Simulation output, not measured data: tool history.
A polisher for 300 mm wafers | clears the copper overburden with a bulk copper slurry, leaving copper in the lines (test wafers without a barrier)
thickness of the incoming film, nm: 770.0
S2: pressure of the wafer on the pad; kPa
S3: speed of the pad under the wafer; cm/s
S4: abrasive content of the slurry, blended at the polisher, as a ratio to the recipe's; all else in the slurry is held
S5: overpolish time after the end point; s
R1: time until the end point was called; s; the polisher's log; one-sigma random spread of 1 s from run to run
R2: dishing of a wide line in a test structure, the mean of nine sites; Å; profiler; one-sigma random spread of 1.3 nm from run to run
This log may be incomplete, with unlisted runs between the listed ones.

Run 1, hour 0.0: flow of slurry (ml/min) 315, S2 16.5 kPa, S3 98 cm/s, S4 1.00, S5 28 s. Result: R1 105.480 s, R2 866.26 Å.
Run 2, hour 5.8: flow of slurry (ml/min) 315, S2 16.5 kPa, S3 98 cm/s, S4 1.20, S5 28 s. Result: R1 100.080 s, R2 871.34 Å.
Run 3, hour 13.4: flow of slurry (ml/min) 315, S2 16.5 kPa, S3 98 cm/s, S4 1.05, S5 28 s. Result: R1 102.560 s, R2 860.63 Å.
Run 4, hour 18.3: flow of slurry (ml/min) 315, S2 16.5 kPa, S3 98 cm/s, S4 1.15, S5 28 s. Result: R1 100.060 s, R2 866.40 Å.
Run 5, hour 21.5: flow of slurry (ml/min) 315, S2 16.5 kPa, S3 114 cm/s, S4 1.15, S5 28 s. Result: R1 89.039 s, R2 911.53 Å.
Run 6, hour 30.4: flow of slurry (ml/min) 315, S2 18.6 kPa, S3 114 cm/s, S4 1.15, S5 28 s. Result: R1 78.974 s, R2 975.38 Å.
Run 7, hour 38.4: flow of slurry (ml/min) 315, S2 17.2 kPa, S3 118 cm/s, S4 1.25, S5 24 s. Result: R1 83.027 s, R2 882.11 Å.
At hour 39.1: worn pad replaced by a new one.
Run 8, hour 39.1: flow of slurry (ml/min) 315, S2 16.5 kPa, S3 124 cm/s, S4 1.30, S5 21 s. Result: R1 73.187 s, R2 877.28 Å.
Run 9, hour 46.6: flow of slurry (ml/min) 310, S2 12.4 kPa, S3 136 cm/s, S4 1.35, S5 8 s. Result: R1 91.667 s, R2 414.28 Å.
Run 10, hour 48.2: flow of slurry (ml/min) 310, S2 12.4 kPa, S3 134 cm/s, S4 1.35, S5 10 s. Result: R1 91.812 s, R2 471.45 Å.
Run 11, hour 54.7: flow of slurry (ml/min) 310, S2 12.4 kPa, S3 134 cm/s, S4 1.35, S5 11 s. Result: R1 92.961 s, R2 502.28 Å.
Run 12, hour 57.4: flow of slurry (ml/min) 310, S2 13.8 kPa, S3 134 cm/s, S4 1.35, S5 18 s. Result: R1 83.652 s, R2 737.38 Å.
Run 13, hour 60.1: flow of slurry (ml/min) 310, S2 13.8 kPa, S3 134 cm/s, S4 1.35, S5 17 s. Result: R1 82.418 s, R2 723.62 Å.
Run 14, hour 69.1: flow of slurry (ml/min) 310, S2 11.0 kPa, S3 142 cm/s, S4 1.35, S5 8 s. Result: R1 97.701 s, R2 390.56 Å.
Run 15, hour 75.2: flow of slurry (ml/min) 310, S2 11.0 kPa, S3 140 cm/s, S4 1.40, S5 9 s. Result: R1 98.644 s, R2 425.66 Å.

Estimate the outcome of run 16 from the log above:
Run 16, hour 78.0: flow of slurry (ml/min) 310, S2 11.0 kPa, S3 140 cm/s, S4 1.40, S5 10 s. Result: R1 ?, R2 ?.

Run 16 produced R1 99.428 s, R2 459.55 Å.

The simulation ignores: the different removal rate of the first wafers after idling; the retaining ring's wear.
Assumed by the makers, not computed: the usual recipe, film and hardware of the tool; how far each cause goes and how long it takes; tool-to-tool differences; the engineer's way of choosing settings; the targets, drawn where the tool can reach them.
